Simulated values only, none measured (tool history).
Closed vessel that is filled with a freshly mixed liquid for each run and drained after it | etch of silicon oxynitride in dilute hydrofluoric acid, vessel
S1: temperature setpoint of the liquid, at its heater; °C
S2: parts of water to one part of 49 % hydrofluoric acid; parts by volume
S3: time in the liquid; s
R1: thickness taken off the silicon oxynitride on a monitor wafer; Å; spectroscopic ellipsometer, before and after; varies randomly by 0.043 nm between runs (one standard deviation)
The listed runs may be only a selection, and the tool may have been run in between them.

Run 1, hour 0: S1 24 °C, S2 135 parts by volume, S3 1370 s. Result: R1 121.73 Å.
Run 2, hour 1.3: S1 24 °C, S2 115 parts by volume, S3 1370 s. Result: R1 145.25 Å.
Run 3, hour 3.4: S1 24 °C, S2 90 parts by volume, S3 1370 s. Result: R1 187.59 Å.
Run 4, hour 6.1: S1 24 °C, S2 90 parts by volume, S3 1460 s. Result: R1 202.25 Å.
Run 5, hour 8.4: S1 24 °C, S2 125 parts by volume, S3 1460 s. Result: R1 140.77 Å.
Run 6, hour 11.8: S1 21.5 °C, S2 125 parts by volume, S3 1460 s. Result: R1 124.26 Å.
Run 7, hour 15.8: S1 20.5 °C, S2 135 parts by volume, S3 1460 s. Result: R1 109.81 Å.
Run 8, hour 23.3: S1 19.5 °C, S2 145 parts by volume, S3 1460 s. Result: R1 97.176 Å.

What does the tool deliver on the next run?
Run 9, hour 31.6: S1 19 °C, S2 155 parts by volume, S3 1460 s. Result: R1 ?.

{"run 9": {"R1": 88.47}}

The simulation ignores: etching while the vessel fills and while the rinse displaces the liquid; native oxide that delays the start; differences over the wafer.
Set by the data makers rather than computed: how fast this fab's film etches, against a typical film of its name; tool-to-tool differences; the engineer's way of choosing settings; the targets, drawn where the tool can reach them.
